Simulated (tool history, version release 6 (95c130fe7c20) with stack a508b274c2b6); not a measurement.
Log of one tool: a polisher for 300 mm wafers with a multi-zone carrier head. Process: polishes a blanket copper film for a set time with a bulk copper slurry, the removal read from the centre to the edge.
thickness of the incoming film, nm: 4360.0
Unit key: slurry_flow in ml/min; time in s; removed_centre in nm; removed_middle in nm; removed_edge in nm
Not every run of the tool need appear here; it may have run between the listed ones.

run 1 hour=0.0 | slurry_flow=120 centre_zone=1.00 middle_zone=1.00 edge_zone=1.00 slurry_solids=1.00 time=69 | removed_centre=511.70 removed_middle=525.15 removed_edge=529.64
run 2 hour=7.6 | slurry_flow=120 centre_zone=1.00 middle_zone=1.08 edge_zone=1.00 slurry_solids=1.00 time=69 | removed_centre=515.62 removed_middle=555.34 removed_edge=535.92
run 3 hour=14.5 | slurry_flow=120 centre_zone=1.03 middle_zone=1.08 edge_zone=0.97 slurry_solids=0.90 time=66 | removed_centre=483.97 removed_middle=515.06 removed_edge=488.65
run 4 hour=19.6 | slurry_flow=120 centre_zone=1.03 middle_zone=1.00 edge_zone=0.97 slurry_solids=0.90 time=66 | removed_centre=492.23 removed_middle=496.32 removed_edge=487.65
run 5 hour=20.8 | slurry_flow=115 centre_zone=1.06 middle_zone=0.99 edge_zone=0.94 slurry_solids=0.85 time=64 | removed_centre=478.48 removed_middle=460.37 removed_edge=454.19
run 6 hour=28.4 | slurry_flow=100 centre_zone=1.06 middle_zone=0.99 edge_zone=0.94 slurry_solids=0.85 time=64 | removed_centre=449.75 removed_middle=437.44 removed_edge=441.48
run 7 hour=31.8 | slurry_flow=100 centre_zone=1.08 middle_zone=1.00 edge_zone=0.92 slurry_solids=0.80 time=62 | removed_centre=445.09 removed_middle=423.21 removed_edge=420.68

The next listed run, before its measurement:
run 8 hour=39.6 | slurry_flow=100 centre_zone=1.10 middle_zone=1.02 edge_zone=0.90 slurry_solids=0.75 time=61 | removed_centre=? removed_middle=? removed_edge=?

{"run 8": {"removed_centre": 432.83, "removed_middle": 414.31, "removed_edge": 402.43}}

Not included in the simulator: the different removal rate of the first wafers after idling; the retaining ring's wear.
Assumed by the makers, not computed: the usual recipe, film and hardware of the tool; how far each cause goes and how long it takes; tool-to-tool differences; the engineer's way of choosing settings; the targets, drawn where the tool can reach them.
